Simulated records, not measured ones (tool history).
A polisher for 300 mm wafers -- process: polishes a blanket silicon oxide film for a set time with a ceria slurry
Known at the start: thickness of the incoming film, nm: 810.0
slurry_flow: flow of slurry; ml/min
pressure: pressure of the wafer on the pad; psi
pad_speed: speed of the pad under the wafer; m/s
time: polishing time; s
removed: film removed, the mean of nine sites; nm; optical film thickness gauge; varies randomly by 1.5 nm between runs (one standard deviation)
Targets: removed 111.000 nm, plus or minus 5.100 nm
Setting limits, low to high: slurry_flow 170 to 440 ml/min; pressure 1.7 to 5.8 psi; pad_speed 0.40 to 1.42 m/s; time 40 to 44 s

| run | hour | slurry_flow | pressure | pad_speed | time | removed |
|---|---|---|---|---|---|---|
| 1 | 0.0 | 280 | 3.7 | 0.90 | 44 | 189.000 |
| 2 | 4.2 | 280 | 3.7 | 1.02 | 44 | 208.250 |
| 3 | 10.4 | 280 | 3.1 | 0.98 | 44 | 174.790 |
| 4 | 14.1 | 280 | 3.1 | 0.98 | 44 | 175.830 |
| 5 | 22.8 | 280 | 3.4 | 0.98 | 44 | 187.720 |
| 6 | 29.9 | 280 | 2.9 | 0.94 | 44 | 162.980 |
| 7 | 38.6 | 280 | 1.9 | 0.80 | 43 | 100.440 |
| 8 | 44.1 | 280 | 2.0 | 0.80 | 43 | 102.470 |

Consider the 5 candidate settings below. Which is the only one whose results all fall within their allowed miss of target?
| A | 49.6 | 300 | 2.1 | 0.70 | 41 | ? |
| B | 49.6 | 305 | 2.1 | 0.92 | 44 | ? |
| C | 49.6 | 240 | 1.7 | 0.86 | 40 | ? |
| D | 49.6 | 275 | 1.8 | 0.80 | 44 | ? |
| E | 49.6 | 305 | 1.8 | 1.00 | 42 | ? |

| move | removed |
|---|---|
| A | 93.153 |
| B | 122.350 |
| C | 87.156 |
| D | 96.517 |
| E | 110.160 |
A: lands further from the targets than the last run did
B: takes the result that was furthest off past its target
C: lands further from the targets than the last run did
D: lands further from the targets than the last run did
E: all results land within tolerance of their targets
Correct choice: E, which meets every target
